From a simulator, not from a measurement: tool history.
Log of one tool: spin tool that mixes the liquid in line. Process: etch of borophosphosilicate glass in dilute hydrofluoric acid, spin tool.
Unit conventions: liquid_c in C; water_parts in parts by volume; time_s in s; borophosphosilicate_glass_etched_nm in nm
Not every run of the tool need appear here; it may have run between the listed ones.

run    day  liquid_c  water_parts  time_s  borophosphosilicate_glass_etched_nm
  1  0.000      25.0          200      20                               4.2536
  2  0.079      25.0          200      15                               3.1897
  3  0.225      26.5          175      15                               3.8939
  4  0.579      26.5          175      20                               5.2339
  5  0.846      26.5          175      15                               3.9485
  6  1.079      27.5          145      15                               5.0685

Expected results for the next run?
  7  1.242      28.5          130      15                                    ?

borophosphosilicate_glass_etched_nm: 6.0437 nm
